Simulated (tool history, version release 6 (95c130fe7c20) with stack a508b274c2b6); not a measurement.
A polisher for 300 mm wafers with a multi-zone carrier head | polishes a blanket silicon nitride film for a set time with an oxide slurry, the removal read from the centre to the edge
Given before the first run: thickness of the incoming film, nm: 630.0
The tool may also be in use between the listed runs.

run	hour	flow of slurry (ml/min)	pressure of the head's centre zone	pressure of the head's middle zone	pressure of the head's edge zone	abrasive content of the slurry	polishing time (s)	film removed at the wafer's centre (Å)	film removed at mid-radius (Å)	film removed at the wafer's edge (Å)
1	0.0	310	1.00	1.00	1.00	1.0	66	394.90	393.35	380.92
2	8.6	315	0.99	1.00	1.02	1.0	66	387.48	390.69	387.39
3	14.5	315	0.99	0.96	1.02	1.0	66	387.69	382.30	385.08
4	21.7	315	0.99	0.96	1.06	1.0	66	387.66	383.52	389.48
5	29.2	315	0.99	0.92	1.06	1.0	66	384.77	370.94	389.88
6	30.4	320	0.99	0.92	1.08	1.0	66	386.46	371.94	395.32
7	36.0	325	0.99	0.92	1.09	1.0	66	385.36	364.47	400.54
8	38.9	330	0.99	0.93	1.10	1.0	66	390.69	374.83	403.29
9	43.9	335	0.99	0.93	1.11	1.0	66	391.51	375.07	403.97
10	46.2	340	0.98	0.93	1.12	1.0	66	388.27	373.82	401.39
11	48.0	335	0.97	0.93	1.13	1.0	66	375.62	371.81	409.33
12	52.7	340	0.97	0.93	1.14	1.0	66	379.94	372.93	414.02

Predict the results of run 13:
13	57.7	345	0.97	0.94	1.14	1.0	66	?	?	?

{"run 13": {"film removed at the wafer's centre (Å)": 380.99, "film removed at mid-radius (Å)": 379.58, "film removed at the wafer's edge (Å)": 411.07}}
